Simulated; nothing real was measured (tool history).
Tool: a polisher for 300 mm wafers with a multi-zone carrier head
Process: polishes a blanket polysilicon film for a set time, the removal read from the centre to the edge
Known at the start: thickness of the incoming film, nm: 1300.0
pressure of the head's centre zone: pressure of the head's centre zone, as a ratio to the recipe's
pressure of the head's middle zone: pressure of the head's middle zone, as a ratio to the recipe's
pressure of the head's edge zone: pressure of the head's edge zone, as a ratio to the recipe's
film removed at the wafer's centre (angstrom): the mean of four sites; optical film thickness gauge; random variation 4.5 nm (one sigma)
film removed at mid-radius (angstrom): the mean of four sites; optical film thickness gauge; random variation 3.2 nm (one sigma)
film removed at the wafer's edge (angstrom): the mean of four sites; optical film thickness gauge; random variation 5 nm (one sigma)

run    day  flow of slurry (ml/min)  pressure of the head's centre zone  pressure of the head's middle zone  pressure of the head's edge zone  polishing time (s)  film removed at the wafer's centre (angstrom)  film removed at mid-radius (angstrom)  film removed at the wafer's edge (angstrom)
  1      0                      275                                   1                                   1                                 1                  53                                           3350                                 3372.1                                       3402.8
  2  0.083                      275                                0.98                                1.01                              1.05                  57                                           3477                                 3651.6                                       3774.5
  3  0.412                      275                                0.98                                1.01                              1.05                  47                                         2892.1                                 3010.5                                       3127.3
  4  0.688                      280                                0.98                                1.02                              1.09                  53                                         3241.4                                 3393.2                                       3606.6
  5  0.721                      290                                0.98                                1.04                              1.12                  57                                         3524.8                                 3733.9                                       3947.1
  6  0.992                      290                                1.02                                1.04                              1.12                  57                                         3617.8                                 3746.2                                       3947.6

Run 7 comes next. What will it give?
  7  1.267                      295                                1.01                                1.05                              1.14                  60                                              ?                                      ?                                            ?

Run 7 gave film removed at the wafer's centre (angstrom) 3840.5, film removed at mid-radius (angstrom) 4073, film removed at the wafer's edge (angstrom) 4224.2.
